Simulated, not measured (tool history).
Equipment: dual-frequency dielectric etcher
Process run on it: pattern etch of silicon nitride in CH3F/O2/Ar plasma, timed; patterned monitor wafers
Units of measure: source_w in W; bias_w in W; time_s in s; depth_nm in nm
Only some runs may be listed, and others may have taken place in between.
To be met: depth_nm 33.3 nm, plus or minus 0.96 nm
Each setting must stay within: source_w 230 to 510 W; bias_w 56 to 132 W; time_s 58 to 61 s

run  hour  source_w  bias_w  time_s  depth_nm
  1     0       370      94      58    42.467
  2   7.4       370      94      61    44.672
  3  15.5       370     105      61    47.276
  4  20.6       370      95      61    45.173
  5  28.7       370     101      61    46.092
  6  34.4       360      97    60.5    45.135
  7  35.2       290      78      58    36.375
  8  40.3       290      77      58    36.088
  9  46.3       230      67      58    31.369

Below are 5 possible settings for the next run. Only one of them brings all results inside the allowed miss of their targets. Which is it?
  A  52.3       240      59      60         ?
  B  52.3       290      71      60         ?
  C  52.3       250      63    58.5         ?
  D  52.3       250      67      60         ?
  E  52.3       290      74      59         ?

move  depth_nm
   A    31.633
   B    36.613
   C    32.183
   D    33.886
   E     36.64
A: closer than the last run, but not yet in spec
B: the result that was furthest off in the last run now lies on the other side of its target
C: closer than the last run, but not yet in spec
D: all results land within tolerance of their targets
E: the result that was furthest off in the last run now lies on the other side of its target
Go with D: it meets all targets.
